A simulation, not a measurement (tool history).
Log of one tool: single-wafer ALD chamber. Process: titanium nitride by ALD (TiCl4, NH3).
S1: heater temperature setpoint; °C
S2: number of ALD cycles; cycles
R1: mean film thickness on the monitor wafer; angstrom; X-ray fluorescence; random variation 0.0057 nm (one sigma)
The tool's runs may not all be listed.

{"run": 1, "hour": 0.0, "S1": 395, "S2": 72, "NH3 pulse time (s)": 1.61, "R1": 16.255}
{"run": 2, "hour": 1.9, "S1": 395, "S2": 72, "NH3 pulse time (s)": 1.8, "R1": 16.482}
{"run": 3, "hour": 7.4, "S1": 395, "S2": 72, "NH3 pulse time (s)": 2.15, "R1": 16.607}
{"run": 4, "hour": 13.0, "S1": 395, "S2": 72, "NH3 pulse time (s)": 2.35, "R1": 16.728}
{"run": 5, "hour": 16.2, "S1": 395, "S2": 72, "NH3 pulse time (s)": 1.94, "R1": 16.496}
{"run": 6, "hour": 23.8, "S1": 395, "S2": 72, "NH3 pulse time (s)": 1.94, "R1": 16.562}
{"hour": 32.7, "done": "thermocouple changed; heater temperature recalibrated"}
{"run": 7, "hour": 32.7, "S1": 391, "S2": 71, "NH3 pulse time (s)": 1.7, "R1": 16.152}
{"run": 8, "hour": 39.8, "S1": 388, "S2": 71, "NH3 pulse time (s)": 1.51, "R1": 16.048}
{"run": 9, "hour": 42.2, "S1": 385, "S2": 71, "NH3 pulse time (s)": 1.35, "R1": 15.725}
{"run": 10, "hour": 50.5, "S1": 383, "S2": 71, "NH3 pulse time (s)": 1.22, "R1": 15.446}
{"run": 11, "hour": 58.1, "S1": 371, "S2": 69, "NH3 pulse time (s)": 0.7, "R1": 11.639}
{"run": 12, "hour": 65.1, "S1": 374, "S2": 69, "NH3 pulse time (s)": 0.7, "R1": 11.866}
{"run": 13, "hour": 72.0, "S1": 377, "S2": 70, "NH3 pulse time (s)": 0.7, "R1": 12.363}
{"run": 14, "hour": 75.0, "S1": 379, "S2": 70, "NH3 pulse time (s)": 0.71, "R1": 12.661}
{"run": 15, "hour": 76.0, "S1": 381, "S2": 70, "NH3 pulse time (s)": 0.71, "R1": 12.827}
{"run": 16, "hour": 84.8, "S1": 382, "S2": 70, "NH3 pulse time (s)": 0.71, "R1": 12.816}
{"run": 17, "hour": 89.7, "S1": 383, "S2": 70, "NH3 pulse time (s)": 0.71, "R1": 12.976}
{"run": 18, "hour": 90.8, "S1": 384, "S2": 70, "NH3 pulse time (s)": 0.71, "R1": 12.944}
{"run": 19, "hour": 95.0, "S1": 385, "S2": 70, "NH3 pulse time (s)": 0.71, "R1": 13.022}
{"run": 20, "hour": 101.3, "S1": 386, "S2": 70, "NH3 pulse time (s)": 0.71, "R1": 13.13}
{"run": 21, "hour": 108.1, "S1": 387, "S2": 70, "NH3 pulse time (s)": 0.71, "R1": 13.178}
{"run": 22, "hour": 112.1, "S1": 388, "S2": 70, "NH3 pulse time (s)": 0.71, "R1": 13.294}
{"run": 23, "hour": 116.7, "S1": 388, "S2": 70, "NH3 pulse time (s)": 0.71, "R1": 13.213}

Run 24 comes next. What will it give?
{"run": 24, "hour": 124.4, "S1": 397, "S2": 72, "NH3 pulse time (s)": 1.19, "R1": "?"}

{"run 24": {"R1": 15.945}}
